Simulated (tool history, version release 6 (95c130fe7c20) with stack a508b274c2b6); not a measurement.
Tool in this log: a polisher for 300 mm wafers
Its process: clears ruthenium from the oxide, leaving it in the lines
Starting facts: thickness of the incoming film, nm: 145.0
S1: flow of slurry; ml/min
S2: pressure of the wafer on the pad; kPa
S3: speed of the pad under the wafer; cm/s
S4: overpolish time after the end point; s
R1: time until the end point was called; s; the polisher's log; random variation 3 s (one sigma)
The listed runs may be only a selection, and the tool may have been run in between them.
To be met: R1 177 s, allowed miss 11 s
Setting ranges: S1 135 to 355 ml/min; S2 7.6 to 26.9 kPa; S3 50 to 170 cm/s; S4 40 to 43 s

run 1 day=0 | S1=225 S2=17.2 S3=110 S4=40 | R1=121.29
run 2 day=0.233 | S1=225 S2=17.2 S3=134 S4=40 | R1=103.42
run 3 day=0.304 | S1=225 S2=15.2 S3=132 S4=40 | R1=116.31
run 4 day=0.338 | S1=225 S2=15.2 S3=132 S4=43 | R1=118.6
run 5 day=0.488 | S1=225 S2=13.8 S3=130 S4=43 | R1=128.04
run 6 day=0.571 | S1=225 S2=12.4 S3=128 S4=43 | R1=147.75
run 7 day=0.696 | S1=225 S2=11.7 S3=128 S4=43 | R1=154.07
run 8 day=0.75 | S1=225 S2=11 S3=128 S4=43 | R1=160.14

Which one of the following 5 next-run settings gets every result inside its allowed miss? There is exactly one.
run A day=0.804 | S1=210 S2=11 S3=146 S4=43 | R1=?
run B day=0.804 | S1=200 S2=11 S3=162 S4=43 | R1=?
run C day=0.804 | S1=200 S2=11.7 S3=142 S4=43 | R1=?
run D day=0.804 | S1=290 S2=11 S3=144 S4=43 | R1=?
run E day=0.804 | S1=215 S2=9.7 S3=136 S4=40 | R1=?

move=A R1=149
move=B R1=138.68
move=C R1=144.32
move=D R1=145.72
move=E R1=177.67
A: moves away from the targets compared with the last run
B: moves away from the targets compared with the last run
C: moves away from the targets compared with the last run
D: moves away from the targets compared with the last run
E: all results in spec
So the answer is move E, the one that meets all the targets.
